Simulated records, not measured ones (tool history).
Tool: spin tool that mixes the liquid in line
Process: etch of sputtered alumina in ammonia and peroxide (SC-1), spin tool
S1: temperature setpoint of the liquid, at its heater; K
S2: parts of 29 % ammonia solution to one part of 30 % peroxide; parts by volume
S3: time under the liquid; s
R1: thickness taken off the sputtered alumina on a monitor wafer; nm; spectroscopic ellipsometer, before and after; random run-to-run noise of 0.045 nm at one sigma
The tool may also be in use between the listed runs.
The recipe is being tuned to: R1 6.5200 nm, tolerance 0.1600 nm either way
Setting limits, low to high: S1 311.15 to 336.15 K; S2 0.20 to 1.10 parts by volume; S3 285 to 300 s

run	day	S1	S2	S3	R1
1	0.000	320.15	0.60	285	9.9468
2	0.071	320.15	0.40	285	9.6243
3	0.342	318.65	0.40	285	8.8157
4	0.625	317.15	0.40	285	8.0283
5	0.833	317.15	0.60	285	8.5270
6	1.004	311.15	0.60	285	5.8828
7	1.367	311.65	0.60	285	6.1478
8	1.500	312.15	0.60	285	6.3582

Next run, 4 choices. One meets every target within its allowed miss, the rest don't. Which?
A	1.633	312.65	0.60	300	?
B	1.633	312.15	0.70	300	?
C	1.633	312.15	0.75	300	?
D	1.633	312.65	0.70	285	?

move	R1
A	6.8167
B	6.7160
C	6.7605
D	6.5722
A: moves the result that the last run missed by most past its target, out the other side
B: moves the result that the last run missed by most past its target, out the other side
C: moves the result that the last run missed by most past its target, out the other side
D: all results land within tolerance of their targets
D is the move that brings every result within its allowed miss.

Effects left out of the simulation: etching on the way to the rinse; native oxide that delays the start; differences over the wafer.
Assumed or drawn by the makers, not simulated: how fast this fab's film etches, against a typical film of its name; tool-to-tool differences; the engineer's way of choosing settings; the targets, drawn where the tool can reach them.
